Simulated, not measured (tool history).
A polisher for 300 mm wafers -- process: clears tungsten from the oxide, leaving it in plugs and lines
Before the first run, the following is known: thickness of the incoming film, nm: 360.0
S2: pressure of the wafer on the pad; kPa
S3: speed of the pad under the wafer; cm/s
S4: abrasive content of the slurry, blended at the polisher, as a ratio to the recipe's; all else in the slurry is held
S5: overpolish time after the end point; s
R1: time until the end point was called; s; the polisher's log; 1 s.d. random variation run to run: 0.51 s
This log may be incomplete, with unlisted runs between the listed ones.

run 1 hour=0 | flow_of_slurry_(ml/min)=205 S2=33.1 S3=104 S4=1 S5=9 | R1=50.47
run 2 hour=1.3 | flow_of_slurry_(ml/min)=205 S2=38.6 S3=104 S4=1 S5=9 | R1=44.439
run 3 hour=8.2 | flow_of_slurry_(ml/min)=205 S2=31 S3=104 S4=1 S5=9 | R1=55.043
run 4 hour=9.4 | flow_of_slurry_(ml/min)=225 S2=31 S3=104 S4=1 S5=9 | R1=53.566
run 5 hour=13.3 | flow_of_slurry_(ml/min)=225 S2=32.4 S3=104 S4=1 S5=9 | R1=51.657
run 6 hour=15.5 | flow_of_slurry_(ml/min)=225 S2=36.5 S3=104 S4=1 S5=9 | R1=46.006
run 7 hour=18.5 | flow_of_slurry_(ml/min)=225 S2=37.9 S3=104 S4=1 S5=9 | R1=45.664
run 8 hour=26.9 | flow_of_slurry_(ml/min)=225 S2=39.3 S3=104 S4=1 S5=9 | R1=44.11

What will run 9 give?
run 9 hour=32.4 | flow_of_slurry_(ml/min)=225 S2=40.7 S3=104 S4=1 S5=9 | R1=?

R1: 43.547 s

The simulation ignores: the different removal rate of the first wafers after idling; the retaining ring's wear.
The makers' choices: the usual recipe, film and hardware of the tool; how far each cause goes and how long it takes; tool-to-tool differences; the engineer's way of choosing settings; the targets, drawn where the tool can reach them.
